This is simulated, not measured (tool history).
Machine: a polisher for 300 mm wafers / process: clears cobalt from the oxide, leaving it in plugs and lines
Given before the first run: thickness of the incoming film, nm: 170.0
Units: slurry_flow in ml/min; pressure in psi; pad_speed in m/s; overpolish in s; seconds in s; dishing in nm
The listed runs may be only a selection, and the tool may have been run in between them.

run  hour  slurry_flow  pressure  pad_speed  overpolish  seconds  dishing
  1     0          220       1.7       0.96          15   44.781   33.753
  2   5.5          220       1.7       0.96          12    43.42     29.6
  3  10.4          220       1.9       0.96          13   39.619   33.006
  4  17.9          220       2.2       0.96          13   34.477    35.23
  5  26.7          220       2.2       0.96          15   34.265   39.068
  6  34.9          220       2.2       0.88          15   37.161   36.759
  7  40.4          220       2.2       0.88          15   36.284   36.445
  8  47.1          220       2.3        0.9          15   34.451   36.612
  9  55.3          220       2.4       0.92          16   32.574    40.74

Forecast run 10:
 10  63.5          220       2.5       0.94          16        ?        ?

seconds: 31.629 s
dishing: 40.81 nm

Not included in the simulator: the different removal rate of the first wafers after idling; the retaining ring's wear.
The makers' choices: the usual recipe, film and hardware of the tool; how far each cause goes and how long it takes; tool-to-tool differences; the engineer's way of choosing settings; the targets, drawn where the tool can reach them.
